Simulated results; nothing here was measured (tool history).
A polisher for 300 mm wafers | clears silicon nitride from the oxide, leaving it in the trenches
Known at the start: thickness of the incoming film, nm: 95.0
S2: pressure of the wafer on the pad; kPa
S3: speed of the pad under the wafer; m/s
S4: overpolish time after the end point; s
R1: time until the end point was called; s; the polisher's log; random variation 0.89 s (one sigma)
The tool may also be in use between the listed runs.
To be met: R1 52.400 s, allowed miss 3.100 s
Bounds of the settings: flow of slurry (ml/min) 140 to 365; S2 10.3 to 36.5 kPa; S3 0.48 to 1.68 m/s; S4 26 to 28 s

Run 1, day 0.000: flow of slurry (ml/min) 235, S2 23.4 kPa, S3 1.08 m/s, S4 26 s. Result: R1 81.388 s.
Run 2, day 0.179: flow of slurry (ml/min) 290, S2 23.4 kPa, S3 1.08 m/s, S4 26 s. Result: R1 78.006 s.
Run 3, day 0.546: flow of slurry (ml/min) 310, S2 23.4 kPa, S3 1.08 m/s, S4 26 s. Result: R1 79.376 s.
Run 4, day 0.792: flow of slurry (ml/min) 310, S2 23.4 kPa, S3 1.08 m/s, S4 28 s. Result: R1 77.579 s.
Run 5, day 1.117: flow of slurry (ml/min) 310, S2 24.1 kPa, S3 1.08 m/s, S4 28 s. Result: R1 75.513 s.
Run 6, day 1.371: flow of slurry (ml/min) 310, S2 24.1 kPa, S3 1.08 m/s, S4 28 s. Result: R1 76.458 s.
Run 7, day 1.742: flow of slurry (ml/min) 310, S2 24.8 kPa, S3 1.08 m/s, S4 28 s. Result: R1 73.241 s.
Run 8, day 1.975: flow of slurry (ml/min) 310, S2 25.5 kPa, S3 1.08 m/s, S4 28 s. Result: R1 69.426 s.
Run 9, day 2.138: flow of slurry (ml/min) 310, S2 26.2 kPa, S3 1.08 m/s, S4 28 s. Result: R1 68.601 s.
Run 10, day 2.254: flow of slurry (ml/min) 310, S2 26.9 kPa, S3 1.08 m/s, S4 28 s. Result: R1 66.755 s.

Which of these 4 next moves meets every target?
Run A, day 2.371: flow of slurry (ml/min) 315, S2 31.7 kPa, S3 0.98 m/s, S4 28 s. Result: R1 ?.
Run B, day 2.371: flow of slurry (ml/min) 265, S2 36.5 kPa, S3 1.04 m/s, S4 28 s. Result: R1 ?.
Run C, day 2.371: flow of slurry (ml/min) 320, S2 27.6 kPa, S3 1.18 m/s, S4 26 s. Result: R1 ?.
Run D, day 2.371: flow of slurry (ml/min) 315, S2 27.6 kPa, S3 1.16 m/s, S4 26 s. Result: R1 ?.

move      R1
   A  63.018
   B  52.854
   C  61.368
   D  62.374
A: nearer than the last run, and not there yet
B: meets every target
C: nearer than the last run, and not there yet
D: nearer than the last run, and not there yet
Answer: B
